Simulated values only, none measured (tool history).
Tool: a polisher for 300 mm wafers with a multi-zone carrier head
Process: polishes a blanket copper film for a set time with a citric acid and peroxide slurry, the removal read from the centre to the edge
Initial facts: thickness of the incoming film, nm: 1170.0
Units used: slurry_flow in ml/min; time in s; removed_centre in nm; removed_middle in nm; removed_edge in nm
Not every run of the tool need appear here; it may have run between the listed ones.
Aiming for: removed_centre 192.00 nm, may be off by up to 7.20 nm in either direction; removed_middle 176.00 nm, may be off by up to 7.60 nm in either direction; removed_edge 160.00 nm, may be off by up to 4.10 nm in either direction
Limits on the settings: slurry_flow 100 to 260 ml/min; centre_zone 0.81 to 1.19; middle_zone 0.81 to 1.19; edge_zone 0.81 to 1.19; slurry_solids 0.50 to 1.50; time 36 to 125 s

| run | hour | slurry_flow | centre_zone | middle_zone | edge_zone | slurry_solids | time | removed_centre | removed_middle | removed_edge |
|---|---|---|---|---|---|---|---|---|---|---|
| 1 | 0.0 | 165 | 1.00 | 1.00 | 1.00 | 1.00 | 80 | 123.79 | 118.11 | 123.64 |
| 2 | 8.9 | 165 | 1.00 | 1.00 | 1.00 | 0.90 | 80 | 120.13 | 119.13 | 121.86 |
| 3 | 13.9 | 185 | 1.03 | 1.05 | 1.00 | 1.00 | 83 | 133.19 | 133.10 | 128.40 |
| 4 | 19.4 | 185 | 1.03 | 1.05 | 1.00 | 1.10 | 83 | 133.98 | 131.40 | 130.35 |
| 5 | 24.3 | 195 | 1.07 | 1.08 | 1.01 | 1.15 | 86 | 143.52 | 146.27 | 137.60 |
| 6 | 33.1 | 195 | 0.99 | 1.08 | 1.01 | 1.15 | 86 | 137.95 | 146.76 | 138.20 |
| 7 | 35.7 | 210 | 1.04 | 1.08 | 0.99 | 1.20 | 88 | 147.89 | 150.77 | 142.17 |
| 8 | 43.5 | 220 | 1.08 | 1.08 | 0.97 | 1.25 | 90 | 160.52 | 159.61 | 145.44 |
| 9 | 47.5 | 250 | 1.18 | 1.09 | 1.06 | 1.45 | 91 | 179.75 | 165.89 | 160.53 |

4 next moves are on the table. One of them brings every result within its allowed miss. Which?
| A | 51.5 | 230 | 1.11 | 1.05 | 1.12 | 1.40 | 90 | ? | ? | ? |
| B | 51.5 | 250 | 1.19 | 1.11 | 0.98 | 1.45 | 95 | ? | ? | ? |
| C | 51.5 | 260 | 1.19 | 0.94 | 1.12 | 1.35 | 89 | ? | ? | ? |
| D | 51.5 | 250 | 1.02 | 1.13 | 1.09 | 1.50 | 89 | ? | ? | ? |

| move | removed_centre | removed_middle | removed_edge |
|---|---|---|---|
| A | 164.74 | 160.36 | 158.32 |
| B | 187.32 | 180.44 | 158.52 |
| C | 174.00 | 145.66 | 157.58 |
| D | 156.05 | 172.78 | 157.36 |
A: moves away from the targets compared with the last run
B: hits every target within its allowed miss
C: moves away from the targets compared with the last run
D: moves away from the targets compared with the last run
So the answer is move B, the one that meets all the targets.
